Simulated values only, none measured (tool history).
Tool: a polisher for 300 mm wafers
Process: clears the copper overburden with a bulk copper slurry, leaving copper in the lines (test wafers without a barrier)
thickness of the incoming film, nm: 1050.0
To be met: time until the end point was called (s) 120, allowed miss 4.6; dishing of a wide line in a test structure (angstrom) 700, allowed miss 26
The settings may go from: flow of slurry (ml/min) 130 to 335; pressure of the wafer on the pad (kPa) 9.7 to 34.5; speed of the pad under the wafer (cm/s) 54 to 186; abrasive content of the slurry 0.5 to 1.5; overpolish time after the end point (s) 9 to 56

run	hour	flow of slurry (ml/min)	pressure of the wafer on the pad (kPa)	speed of the pad under the wafer (cm/s)	abrasive content of the slurry	overpolish time after the end point (s)	time until the end point was called (s)	dishing of a wide line in a test structure (angstrom)
1	0	215	22.1	118	1	29	80.355	1433.7
2	6.8	180	22.1	118	1	29	81.155	1421.6
3	11.5	165	18.6	122	1	24	94.283	1162.3
4	16.6	165	18.6	122	1	36	94.355	1383.3
5	21.9	155	16.5	128	1	29	101.51	1199.4
6	27.6	150	14.5	130	1.15	24	111.75	1024.1
7	30.3	130	9.7	156	1.4	10	137.81	479.98
8	35.9	190	13.1	134	1.15	12	115.69	656.84
9	44.6	185	13.1	132	1.15	12	118.79	632.8
10	48.1	175	13.1	130	1.15	12	119.19	637.16
11	48.7	170	13.1	128	1.1	12	125.34	621
12	55.2	170	13.1	128	1.1	12	121.64	632.04
13	59.7	170	13.1	126	1.1	13	124.1	657.42

Which of these 5 next moves meets every target?
A	64.2	195	15.2	114	1.05	13	?	?
B	64.2	170	11.7	136	1	13	?	?
C	64.2	185	12.4	128	0.95	15	?	?
D	64.2	170	13.1	126	1.25	16	?	?
E	64.2	200	13.1	136	1.15	15	?	?

move	time until the end point was called (s)	dishing of a wide line in a test structure (angstrom)
A	120.14	675.26
B	132.94	606.7
C	132.91	675.28
D	124.46	742.09
E	114.39	751.57
A: meets every target
B: further off than the last run
C: brings the result that was furthest off to its target, and leaves another outside
D: takes the result that was furthest off past its target
E: takes the result that was furthest off past its target
Move A is the one to make.

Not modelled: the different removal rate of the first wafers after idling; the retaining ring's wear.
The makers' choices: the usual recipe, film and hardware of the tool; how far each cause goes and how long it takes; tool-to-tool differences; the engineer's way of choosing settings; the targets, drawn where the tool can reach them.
